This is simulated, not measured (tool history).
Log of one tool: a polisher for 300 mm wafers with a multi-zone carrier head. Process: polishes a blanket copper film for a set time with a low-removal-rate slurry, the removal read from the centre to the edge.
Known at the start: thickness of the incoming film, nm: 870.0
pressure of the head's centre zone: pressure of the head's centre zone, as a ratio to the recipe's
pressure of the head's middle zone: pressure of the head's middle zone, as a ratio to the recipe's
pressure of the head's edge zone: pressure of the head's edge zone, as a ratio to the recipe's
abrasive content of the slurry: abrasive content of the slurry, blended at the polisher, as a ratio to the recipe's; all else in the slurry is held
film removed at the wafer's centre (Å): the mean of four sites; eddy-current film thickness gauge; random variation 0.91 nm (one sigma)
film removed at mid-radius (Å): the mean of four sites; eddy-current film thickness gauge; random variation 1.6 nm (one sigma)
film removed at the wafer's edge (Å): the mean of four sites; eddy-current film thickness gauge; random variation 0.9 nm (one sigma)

run	hour	flow of slurry (ml/min)	pressure of the head's centre zone	pressure of the head's middle zone	pressure of the head's edge zone	abrasive content of the slurry	polishing time (s)	film removed at the wafer's centre (Å)	film removed at mid-radius (Å)	film removed at the wafer's edge (Å)
1	0.0	160	1.00	1.00	1.00	1.00	37	977.44	986.09	946.46
2	8.8	160	1.00	1.00	1.03	1.00	37	964.16	953.11	958.47
3	10.6	160	1.00	1.00	1.00	1.00	37	951.80	970.67	948.26
4	11.2	165	0.99	1.01	1.01	1.05	38	996.02	1038.30	997.96
5	16.0	170	0.99	1.02	1.03	1.10	38	1005.70	1034.40	1023.40
6	24.8	170	0.99	1.02	1.03	1.20	38	1021.80	1041.50	1030.70
7	33.5	175	0.99	1.04	1.04	1.25	39	1082.10	1119.60	1080.70
8	36.2	180	0.99	1.05	1.05	1.30	39	1087.80	1141.10	1092.40
9	43.5	185	0.99	1.06	1.06	1.30	40	1128.50	1187.40	1132.70
10	45.8	190	0.99	1.07	1.07	1.30	41	1162.20	1238.30	1178.60
11	49.5	195	0.99	1.08	1.08	1.30	41	1155.10	1267.50	1184.00
12	51.3	200	0.99	1.08	1.09	1.30	41	1158.80	1259.00	1193.70
13	51.8	205	0.99	1.09	1.10	1.30	41	1164.70	1287.40	1188.20
14	55.9	205	0.99	1.09	1.11	1.30	41	1165.00	1279.20	1196.40
15	63.2	205	0.99	1.09	1.12	1.30	41	1170.10	1270.20	1210.30
16	66.1	205	0.99	1.09	1.13	1.30	41	1161.70	1270.70	1224.20
17	74.7	205	0.99	1.10	1.13	1.30	41	1168.80	1289.70	1226.00
18	79.1	205	0.99	1.11	1.13	1.30	41	1172.60	1274.60	1218.70
19	82.4	215	0.98	1.12	1.16	1.40	43	1249.90	1431.90	1333.00
20	85.2	220	0.98	1.11	1.18	1.45	44	1289.60	1433.50	1369.10

Forecast run 21:
21	93.6	220	0.98	1.11	1.18	1.45	44	?	?	?

Run 21 gave film removed at the wafer's centre (Å) 1279.00, film removed at mid-radius (Å) 1439.20, film removed at the wafer's edge (Å) 1372.60.
